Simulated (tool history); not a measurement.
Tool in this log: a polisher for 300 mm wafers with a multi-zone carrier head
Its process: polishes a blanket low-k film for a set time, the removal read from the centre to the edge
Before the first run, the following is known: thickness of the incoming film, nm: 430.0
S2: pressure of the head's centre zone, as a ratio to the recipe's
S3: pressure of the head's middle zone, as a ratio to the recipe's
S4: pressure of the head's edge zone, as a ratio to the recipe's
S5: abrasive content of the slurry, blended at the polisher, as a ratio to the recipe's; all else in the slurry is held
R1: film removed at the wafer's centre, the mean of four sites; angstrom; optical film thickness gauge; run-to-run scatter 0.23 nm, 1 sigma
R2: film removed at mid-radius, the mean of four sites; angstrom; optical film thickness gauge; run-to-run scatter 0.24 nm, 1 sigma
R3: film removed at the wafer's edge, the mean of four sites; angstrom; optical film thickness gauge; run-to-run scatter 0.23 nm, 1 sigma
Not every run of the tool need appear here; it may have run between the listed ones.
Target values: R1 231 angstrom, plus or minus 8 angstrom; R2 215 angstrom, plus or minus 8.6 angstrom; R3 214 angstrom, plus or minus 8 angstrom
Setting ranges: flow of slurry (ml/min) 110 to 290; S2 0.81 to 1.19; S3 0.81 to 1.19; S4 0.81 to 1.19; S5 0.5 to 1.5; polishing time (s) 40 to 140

Run 1, hour 0: flow of slurry (ml/min) 185, S2 1, S3 1, S4 1, S5 1, polishing time (s) 90. Result: R1 287.41 angstrom, R2 293.71 angstrom, R3 282.59 angstrom.
Run 2, hour 3.2: flow of slurry (ml/min) 180, S2 1, S3 0.97, S4 0.96, S5 0.9, polishing time (s) 90. Result: R1 261.65 angstrom, R2 258.78 angstrom, R3 264.55 angstrom.
Run 3, hour 4.8: flow of slurry (ml/min) 180, S2 1, S3 0.97, S4 0.96, S5 0.7, polishing time (s) 90. Result: R1 215.48 angstrom, R2 210.21 angstrom, R3 209.73 angstrom.
Run 4, hour 13.6: flow of slurry (ml/min) 180, S2 1, S3 1.04, S4 0.96, S5 0.7, polishing time (s) 90. Result: R1 210.44 angstrom, R2 221.77 angstrom, R3 211.49 angstrom.
Run 5, hour 16.5: flow of slurry (ml/min) 185, S2 1.02, S3 1.02, S4 0.96, S5 0.7, polishing time (s) 90. Result: R1 214.26 angstrom, R2 217.84 angstrom, R3 212.03 angstrom.
Run 6, hour 18.2: flow of slurry (ml/min) 185, S2 1.02, S3 0.95, S4 0.96, S5 0.7, polishing time (s) 90. Result: R1 217.78 angstrom, R2 203.74 angstrom, R3 209.95 angstrom.
At hour 24.6: slurry nozzle cleaned.
Run 7, hour 24.6: flow of slurry (ml/min) 220, S2 1.06, S3 0.98, S4 0.95, S5 0.7, polishing time (s) 90. Result: R1 244.09 angstrom, R2 228.4 angstrom, R3 217.95 angstrom.
Run 8, hour 29.6: flow of slurry (ml/min) 220, S2 1.06, S3 0.98, S4 0.95, S5 0.7, polishing time (s) 90. Result: R1 240.7 angstrom, R2 226.32 angstrom, R3 218.22 angstrom.
Run 9, hour 38.2: flow of slurry (ml/min) 215, S2 1.06, S3 0.98, S4 0.95, S5 0.7, polishing time (s) 90. Result: R1 245.59 angstrom, R2 222.7 angstrom, R3 219.17 angstrom.
Run 10, hour 44: flow of slurry (ml/min) 210, S2 1.06, S3 0.98, S4 0.95, S5 0.7, polishing time (s) 90. Result: R1 241.85 angstrom, R2 229.85 angstrom, R3 220.55 angstrom.
Run 11, hour 47.2: flow of slurry (ml/min) 205, S2 1.06, S3 0.97, S4 0.95, S5 0.7, polishing time (s) 90. Result: R1 240.37 angstrom, R2 226.46 angstrom, R3 216.85 angstrom.

Pick the move, out of 5, that brings all results within their allowed miss; only one does.
Run A, hour 50.4: flow of slurry (ml/min) 230, S2 0.95, S3 0.87, S4 1.04, S5 0.65, polishing time (s) 101. Result: R1 ?, R2 ?, R3 ?.
Run B, hour 50.4: flow of slurry (ml/min) 155, S2 1.16, S3 0.98, S4 0.98, S5 0.75, polishing time (s) 84. Result: R1 ?, R2 ?, R3 ?.
Run C, hour 50.4: flow of slurry (ml/min) 220, S2 1.12, S3 1, S4 1.06, S5 0.65, polishing time (s) 96. Result: R1 ?, R2 ?, R3 ?.
Run D, hour 50.4: flow of slurry (ml/min) 180, S2 1.03, S3 0.95, S4 0.93, S5 0.75, polishing time (s) 85. Result: R1 ?, R2 ?, R3 ?.
Run E, hour 50.4: flow of slurry (ml/min) 110, S2 1.19, S3 1.09, S4 0.81, S5 0.8, polishing time (s) 80. Result: R1 ?, R2 ?, R3 ?.

move      R1      R2      R3
   A  228.07  212.75  237.66
   B  251.92  216.75  215.47
   C  251.12  225.89  226.84
   D  233.12  217.78  215.67
   E  247.37  228.74  192.64
A: the worst result of the last run now meets its target, but another is out of spec
B: the worst result of the last run now meets its target, but another is out of spec
C: its largest miss is bigger than the last run's
D: in spec on every target
E: its largest miss is bigger than the last run's
So the answer is move D, the one that meets all the targets.
